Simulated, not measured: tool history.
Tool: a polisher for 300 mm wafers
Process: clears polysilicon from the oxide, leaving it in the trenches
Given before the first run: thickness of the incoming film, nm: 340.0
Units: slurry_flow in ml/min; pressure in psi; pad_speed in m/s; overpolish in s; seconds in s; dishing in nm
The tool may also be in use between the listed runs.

{"run": 1, "hour": 0.0, "slurry_flow": 160, "pressure": 2.6, "pad_speed": 1.06, "overpolish": 10, "seconds": 28.668, "dishing": 61.726}
{"run": 2, "hour": 0.6, "slurry_flow": 160, "pressure": 2.6, "pad_speed": 1.22, "overpolish": 10, "seconds": 24.927, "dishing": 65.27}
{"run": 3, "hour": 7.1, "slurry_flow": 145, "pressure": 2.3, "pad_speed": 1.2, "overpolish": 8, "seconds": 28.022, "dishing": 55.359}
{"run": 4, "hour": 14.5, "slurry_flow": 145, "pressure": 2.3, "pad_speed": 1.2, "overpolish": 5, "seconds": 27.697, "dishing": 42.582}
{"run": 5, "hour": 16.4, "slurry_flow": 145, "pressure": 2.3, "pad_speed": 1.2, "overpolish": 7, "seconds": 28.124, "dishing": 51.398}
{"run": 6, "hour": 24.2, "slurry_flow": 170, "pressure": 2.1, "pad_speed": 1.1, "overpolish": 6, "seconds": 31.239, "dishing": 43.355}
{"run": 7, "hour": 28.9, "slurry_flow": 175, "pressure": 1.9, "pad_speed": 1.06, "overpolish": 5, "seconds": 33.778, "dishing": 36.322}
{"run": 8, "hour": 30.1, "slurry_flow": 165, "pressure": 1.7, "pad_speed": 1.04, "overpolish": 5, "seconds": 37.16, "dishing": 32.819}

What does the tool deliver on the next run?
{"run": 9, "hour": 38.1, "slurry_flow": 155, "pressure": 1.6, "pad_speed": 1.02, "overpolish": 5, "seconds": "?", "dishing": "?"}

{"run 9": {"seconds": 39.156, "dishing": 32.28}}

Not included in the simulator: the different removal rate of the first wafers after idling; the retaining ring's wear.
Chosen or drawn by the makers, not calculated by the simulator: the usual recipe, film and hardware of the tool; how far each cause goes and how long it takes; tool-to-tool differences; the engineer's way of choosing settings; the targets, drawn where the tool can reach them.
